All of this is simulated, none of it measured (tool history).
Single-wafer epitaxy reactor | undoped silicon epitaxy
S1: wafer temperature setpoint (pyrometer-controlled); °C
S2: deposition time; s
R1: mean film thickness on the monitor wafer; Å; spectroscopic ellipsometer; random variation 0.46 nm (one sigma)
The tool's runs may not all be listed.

| run | day | S1 | S2 | R1 |
|---|---|---|---|---|
| 1 | 0.000 | 655 | 527 | 1062.40 |
| 2 | 0.283 | 653 | 527 | 1029.60 |
| 3 | 0.533 | 653 | 559 | 1074.50 |
| 4 | 0.771 | 653 | 607 | 1181.70 |
| 5 | 0.904 | 647 | 607 | 1057.70 |
| 6 | 1.104 | 645 | 607 | 1008.10 |

The next listed run, before its measurement:
| 7 | 1.379 | 644 | 607 | ? |

R1: 982.84 Å
